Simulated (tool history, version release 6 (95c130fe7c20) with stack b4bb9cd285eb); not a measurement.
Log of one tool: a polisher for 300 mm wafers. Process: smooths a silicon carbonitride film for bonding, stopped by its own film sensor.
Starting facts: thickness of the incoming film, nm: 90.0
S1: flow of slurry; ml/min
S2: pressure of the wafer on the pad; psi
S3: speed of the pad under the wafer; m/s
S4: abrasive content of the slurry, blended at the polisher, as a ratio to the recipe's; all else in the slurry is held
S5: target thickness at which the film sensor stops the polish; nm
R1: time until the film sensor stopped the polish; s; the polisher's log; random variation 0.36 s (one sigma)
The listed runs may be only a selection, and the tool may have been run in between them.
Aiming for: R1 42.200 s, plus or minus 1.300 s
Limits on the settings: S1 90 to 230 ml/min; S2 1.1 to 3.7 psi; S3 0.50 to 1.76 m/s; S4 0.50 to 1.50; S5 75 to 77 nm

run    day   S1   S2    S3    S4  S5      R1
  1  0.000  150  2.4  1.12  1.00  75  53.265
  2  0.029  155  2.5  1.12  1.00  75  51.128
  3  0.400  155  2.5  1.12  1.10  75  49.009
  4  0.596  155  2.5  1.12  1.30  75  44.764
  5  0.633  155  2.8  1.12  1.30  75  40.827
  6  0.862  155  3.0  1.12  1.30  75  37.775
  7  1.175  150  2.9  1.12  1.30  75  39.269
  8  1.483  145  2.9  1.12  1.30  75  38.571

Which of these 4 next moves meets every target?
  A  1.792  130  2.8  1.14  1.20  76   ?
  B  1.792  135  2.7  1.06  1.25  76   ?
  C  1.792  145  2.8  1.14  1.35  75   ?
  D  1.792  155  2.8  0.90  1.50  75   ?

move      R1
   A  39.777
   B  42.541
   C  39.584
   D  45.290
A: an improvement on the last run, though not all results are within tolerance
B: each result inside its tolerance
C: an improvement on the last run, though not all results are within tolerance
D: moves the result that the last run missed by most past its target, out the other side
So the answer is move B, the one that meets all the targets.
